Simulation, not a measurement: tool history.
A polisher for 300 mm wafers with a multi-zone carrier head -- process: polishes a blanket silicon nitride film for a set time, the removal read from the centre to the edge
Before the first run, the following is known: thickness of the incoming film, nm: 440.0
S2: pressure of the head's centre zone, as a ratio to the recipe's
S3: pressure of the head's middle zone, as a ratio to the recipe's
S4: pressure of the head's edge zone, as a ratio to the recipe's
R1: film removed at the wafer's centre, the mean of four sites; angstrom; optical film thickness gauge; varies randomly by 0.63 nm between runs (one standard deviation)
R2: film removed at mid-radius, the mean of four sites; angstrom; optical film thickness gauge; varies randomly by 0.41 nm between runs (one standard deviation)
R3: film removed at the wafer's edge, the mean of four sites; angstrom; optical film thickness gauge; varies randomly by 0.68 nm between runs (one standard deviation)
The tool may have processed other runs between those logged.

{"run": 1, "hour": 0.0, "flow of slurry (ml/min)": 145, "S2": 1, "S3": 1, "S4": 1, "polishing time (s)": 80, "R1": 857.16, "R2": 847.13, "R3": 885.76}
{"run": 2, "hour": 6.0, "flow of slurry (ml/min)": 145, "S2": 0.97, "S3": 1, "S4": 1, "polishing time (s)": 80, "R1": 815.27, "R2": 852.57, "R3": 881.12}
{"run": 3, "hour": 8.7, "flow of slurry (ml/min)": 145, "S2": 0.97, "S3": 0.94, "S4": 1, "polishing time (s)": 80, "R1": 838.92, "R2": 810.14, "R3": 877.86}
{"run": 4, "hour": 9.5, "flow of slurry (ml/min)": 145, "S2": 0.97, "S3": 0.99, "S4": 1, "polishing time (s)": 80, "R1": 838.91, "R2": 845.44, "R3": 867.09}
{"run": 5, "hour": 14.7, "flow of slurry (ml/min)": 145, "S2": 0.97, "S3": 0.99, "S4": 1, "polishing time (s)": 63, "R1": 656.11, "R2": 663.77, "R3": 687.44}
{"run": 6, "hour": 16.5, "flow of slurry (ml/min)": 130, "S2": 0.97, "S3": 0.99, "S4": 1, "polishing time (s)": 63, "R1": 632.53, "R2": 644.07, "R3": 686.64}
{"run": 7, "hour": 25.4, "flow of slurry (ml/min)": 145, "S2": 0.99, "S3": 0.98, "S4": 0.95, "polishing time (s)": 62, "R1": 668.56, "R2": 643.69, "R3": 658.71}

Forecast run 8:
{"run": 8, "hour": 33.7, "flow of slurry (ml/min)": 155, "S2": 1, "S3": 0.98, "S4": 0.92, "polishing time (s)": 62, "R1": "?", "R2": "?", "R3": "?"}

R1: 680.8 angstrom
R2: 656.44 angstrom
R3: 673.64 angstrom
